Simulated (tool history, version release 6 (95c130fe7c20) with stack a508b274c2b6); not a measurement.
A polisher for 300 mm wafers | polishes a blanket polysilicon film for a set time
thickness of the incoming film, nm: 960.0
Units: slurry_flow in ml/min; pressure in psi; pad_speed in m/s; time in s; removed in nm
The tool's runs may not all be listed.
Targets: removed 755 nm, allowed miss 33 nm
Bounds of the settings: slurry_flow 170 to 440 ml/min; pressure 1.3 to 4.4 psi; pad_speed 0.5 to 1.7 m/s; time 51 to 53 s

run,hour,slurry_flow,pressure,pad_speed,time,removed
1,0,280,2.8,1.1,51,388.26
2,4,280,3.1,1.12,51,436.7
3,10.7,280,3.1,1.12,53,450.42
4,11.6,280,3.4,1.14,53,511.43
5,13.2,280,3.6,1.16,53,533.46
6,15,280,3.8,1.2,53,579.92
7,15.7,280,3.9,1.22,53,593.44
8,20.6,280,4,1.26,53,647.43
9,26.3,280,4.1,1.28,53,663.72
10,30.4,280,4.2,1.3,53,675.38
11,32.3,280,4.2,1.32,53,687.17
12,35.9,280,4.2,1.34,53,685.14
13,40.7,280,4.2,1.36,53,701.9

4 next moves are on the table. One of them brings every result within its allowed miss. Which?
A,45.5,415,3.9,1.36,51,?
B,45.5,320,4.2,1.6,51,?
C,45.5,315,4.3,1.22,53,?
D,45.5,275,4,1.26,51,?

move,removed
A,645.83
B,760.23
C,668.62
D,603.3
A: further off than the last run
B: meets every target
C: further off than the last run
D: further off than the last run
Move B is the one to make.
